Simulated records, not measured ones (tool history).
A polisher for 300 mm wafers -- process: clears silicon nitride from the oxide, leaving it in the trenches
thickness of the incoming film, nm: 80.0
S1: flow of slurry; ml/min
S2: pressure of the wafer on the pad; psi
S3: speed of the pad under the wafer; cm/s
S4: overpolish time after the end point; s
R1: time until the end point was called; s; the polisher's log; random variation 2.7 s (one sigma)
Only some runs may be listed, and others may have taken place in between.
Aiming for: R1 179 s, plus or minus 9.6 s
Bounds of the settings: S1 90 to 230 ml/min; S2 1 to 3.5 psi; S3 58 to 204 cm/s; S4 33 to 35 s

{"run": 1, "day": 0.0, "S1": 150, "S2": 2.2, "S3": 130, "S4": 33, "R1": 70.847}
{"run": 2, "day": 0.288, "S1": 150, "S2": 1.9, "S3": 118, "S4": 33, "R1": 89.738}
{"run": 3, "day": 0.388, "S1": 150, "S2": 2.4, "S3": 118, "S4": 33, "R1": 73.079}
{"run": 4, "day": 0.683, "S1": 150, "S2": 2, "S3": 118, "S4": 33, "R1": 86.219}
{"run": 5, "day": 1.025, "S1": 150, "S2": 1.8, "S3": 110, "S4": 33, "R1": 100.83}
{"run": 6, "day": 1.146, "S1": 125, "S2": 1.8, "S3": 110, "S4": 33, "R1": 104.85}
{"run": 7, "day": 1.3, "S1": 125, "S2": 1.6, "S3": 104, "S4": 33, "R1": 122.89}
{"run": 8, "day": 1.438, "S1": 125, "S2": 1.5, "S3": 102, "S4": 33, "R1": 134.85}
{"run": 9, "day": 1.725, "S1": 125, "S2": 1.4, "S3": 102, "S4": 33, "R1": 142.81}
{"run": 10, "day": 1.833, "S1": 125, "S2": 1.3, "S3": 102, "S4": 33, "R1": 156.75}
{"run": 11, "day": 2.079, "S1": 125, "S2": 1.2, "S3": 102, "S4": 33, "R1": 165.96}

Next run, 5 choices. One meets every target within its allowed miss, the rest don't. Which?
{"run": "A", "day": 2.325, "S1": 120, "S2": 1.2, "S3": 86, "S4": 33, "R1": "?"}
{"run": "B", "day": 2.325, "S1": 110, "S2": 1.2, "S3": 88, "S4": 35, "R1": "?"}
{"run": "C", "day": 2.325, "S1": 130, "S2": 1.5, "S3": 86, "S4": 33, "R1": "?"}
{"run": "D", "day": 2.325, "S1": 105, "S2": 1.2, "S3": 92, "S4": 33, "R1": "?"}
{"run": "E", "day": 2.325, "S1": 140, "S2": 1.3, "S3": 84, "S4": 33, "R1": "?"}

move=A R1=195.78
move=B R1=195.85
move=C R1=155.4
move=D R1=190.12
move=E R1=179.3
A: moves the result that the last run missed by most past its target, out the other side
B: moves the result that the last run missed by most past its target, out the other side
C: further off than the last run
D: moves the result that the last run missed by most past its target, out the other side
E: all results land within tolerance of their targets
Move E is the one to make.
